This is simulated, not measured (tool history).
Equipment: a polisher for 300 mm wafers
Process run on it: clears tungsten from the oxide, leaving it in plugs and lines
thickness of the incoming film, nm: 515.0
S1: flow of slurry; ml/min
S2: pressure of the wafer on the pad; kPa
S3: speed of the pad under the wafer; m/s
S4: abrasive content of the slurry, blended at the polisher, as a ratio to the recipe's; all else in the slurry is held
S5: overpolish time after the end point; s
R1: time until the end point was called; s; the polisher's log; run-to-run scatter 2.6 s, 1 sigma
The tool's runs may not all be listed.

run,day,S1,S2,S3,S4,S5,R1
1,0,170,17.9,1.06,1,6,115.34
2,0.229,170,21.4,1.06,1,6,98.995
3,0.4,170,18.6,1.04,1,6,109.66
4,0.533,170,16.5,0.98,1,6,130.72
5,0.654,150,16.5,0.98,1,6,138.74
6,0.783,150,16.5,0.74,1,6,175.87

Run 7 has not been measured yet. What should we expect?
7,0.942,145,15.9,0.74,1,6,?

{"run 7": {"R1": 186.16}}
